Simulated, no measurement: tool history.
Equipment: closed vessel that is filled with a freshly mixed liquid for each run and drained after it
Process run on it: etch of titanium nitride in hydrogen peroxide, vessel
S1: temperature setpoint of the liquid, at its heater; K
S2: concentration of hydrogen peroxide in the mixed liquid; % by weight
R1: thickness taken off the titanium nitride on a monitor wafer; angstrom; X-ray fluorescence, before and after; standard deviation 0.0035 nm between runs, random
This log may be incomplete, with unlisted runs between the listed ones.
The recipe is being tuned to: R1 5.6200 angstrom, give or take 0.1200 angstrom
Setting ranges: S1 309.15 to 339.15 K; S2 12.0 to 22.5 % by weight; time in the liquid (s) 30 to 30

Run 1, hour 0.0: S1 325.15 K, S2 15.5 % by weight, time in the liquid (s) 30. Result: R1 14.3170 angstrom.
Run 2, hour 3.8: S1 321.15 K, S2 15.5 % by weight, time in the liquid (s) 30. Result: R1 10.8340 angstrom.
Run 3, hour 8.1: S1 321.15 K, S2 13.5 % by weight, time in the liquid (s) 30. Result: R1 10.4370 angstrom.
Run 4, hour 11.1: S1 319.65 K, S2 13.5 % by weight, time in the liquid (s) 30. Result: R1 9.5170 angstrom.
Run 5, hour 13.0: S1 319.65 K, S2 13.5 % by weight, time in the liquid (s) 30. Result: R1 9.4664 angstrom.
Run 6, hour 13.6: S1 318.65 K, S2 13.5 % by weight, time in the liquid (s) 30. Result: R1 8.7416 angstrom.
Run 7, hour 14.9: S1 311.15 K, S2 13.5 % by weight, time in the liquid (s) 30. Result: R1 4.9695 angstrom.
At hour 18.1: peroxide flow meter replaced.
Run 8, hour 18.1: S1 311.65 K, S2 13.5 % by weight, time in the liquid (s) 30. Result: R1 5.0624 angstrom.
Run 9, hour 23.1: S1 312.65 K, S2 13.5 % by weight, time in the liquid (s) 30. Result: R1 5.4697 angstrom.

Exactly one of the 4 candidate moves below puts every result within its allowed miss. Which one?
Run A, hour 28.1: S1 312.15 K, S2 15.0 % by weight, time in the liquid (s) 30. Result: R1 ?.
Run B, hour 28.1: S1 312.65 K, S2 12.0 % by weight, time in the liquid (s) 30. Result: R1 ?.
Run C, hour 28.1: S1 313.15 K, S2 13.0 % by weight, time in the liquid (s) 30. Result: R1 ?.
Run D, hour 28.1: S1 312.65 K, S2 13.0 % by weight, time in the liquid (s) 30. Result: R1 ?.

move      R1
   A  5.3457
   B  5.3027
   C  5.6038
   D  5.3920
A: its largest miss is bigger than the last run's
B: its largest miss is bigger than the last run's
C: every result within its allowed miss
D: its largest miss is bigger than the last run's
The move that meets every target is C.
